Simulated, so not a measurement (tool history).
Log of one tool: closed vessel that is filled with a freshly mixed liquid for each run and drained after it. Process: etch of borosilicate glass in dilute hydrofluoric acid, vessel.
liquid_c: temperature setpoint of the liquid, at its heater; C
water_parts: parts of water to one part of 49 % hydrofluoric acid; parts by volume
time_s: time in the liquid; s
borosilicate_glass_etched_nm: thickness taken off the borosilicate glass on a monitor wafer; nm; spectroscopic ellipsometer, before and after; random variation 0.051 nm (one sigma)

Run 1, hour 0.0: liquid_c 26.0 C, water_parts 280 parts by volume, time_s 30 s. Result: borosilicate_glass_etched_nm 2.9652 nm.
Run 2, hour 3.0: liquid_c 28.0 C, water_parts 245 parts by volume, time_s 30 s. Result: borosilicate_glass_etched_nm 3.7716 nm.
Run 3, hour 7.1: liquid_c 28.0 C, water_parts 245 parts by volume, time_s 30 s. Result: borosilicate_glass_etched_nm 3.8022 nm.
Run 4, hour 12.9: liquid_c 28.0 C, water_parts 310 parts by volume, time_s 30 s. Result: borosilicate_glass_etched_nm 2.7981 nm.
Run 5, hour 14.8: liquid_c 28.0 C, water_parts 310 parts by volume, time_s 30 s. Result: borosilicate_glass_etched_nm 2.8083 nm.
Run 6, hour 19.3: liquid_c 28.0 C, water_parts 310 parts by volume, time_s 30 s. Result: borosilicate_glass_etched_nm 2.7971 nm.

Run 7 comes next. What will it give?
Run 7, hour 27.5: liquid_c 29.5 C, water_parts 270 parts by volume, time_s 30 s. Result: borosilicate_glass_etched_nm ?.

{"run 7": {"borosilicate_glass_etched_nm": 3.5433}}
